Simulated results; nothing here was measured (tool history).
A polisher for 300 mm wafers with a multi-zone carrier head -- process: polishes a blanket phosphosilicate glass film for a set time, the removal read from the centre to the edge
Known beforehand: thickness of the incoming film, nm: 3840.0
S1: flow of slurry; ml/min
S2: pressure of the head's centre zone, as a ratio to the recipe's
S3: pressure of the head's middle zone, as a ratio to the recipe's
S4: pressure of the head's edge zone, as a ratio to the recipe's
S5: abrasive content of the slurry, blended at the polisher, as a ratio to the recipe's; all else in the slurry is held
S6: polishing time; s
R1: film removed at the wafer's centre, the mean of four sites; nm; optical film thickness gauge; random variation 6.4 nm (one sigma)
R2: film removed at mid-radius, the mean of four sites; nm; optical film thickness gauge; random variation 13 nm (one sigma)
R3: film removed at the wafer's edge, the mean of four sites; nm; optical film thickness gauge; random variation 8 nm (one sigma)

run	hour	S1	S2	S3	S4	S5	S6	R1	R2	R3
1	0.0	155	1.00	1.00	1.00	1.00	74	624.06	633.02	616.46
2	1.0	155	1.00	1.09	1.00	1.00	74	635.05	690.33	623.83
3	9.0	160	1.01	1.09	1.03	1.05	74	660.92	693.75	651.83
4	16.2	170	1.01	1.11	1.05	1.10	74	675.51	749.33	673.07
5	25.0	190	1.01	1.11	1.05	1.10	74	698.20	738.39	688.42
6	33.6	190	1.01	1.07	1.05	1.10	74	696.29	726.13	688.64
7	38.7	195	1.01	1.07	1.07	1.15	74	709.56	744.55	714.21

Predict the results of run 8:
8	41.2	225	1.06	1.11	1.17	1.40	74	?	?	?

{"run 8": {"R1": 833.54, "R2": 845.94, "R3": 816.31}}
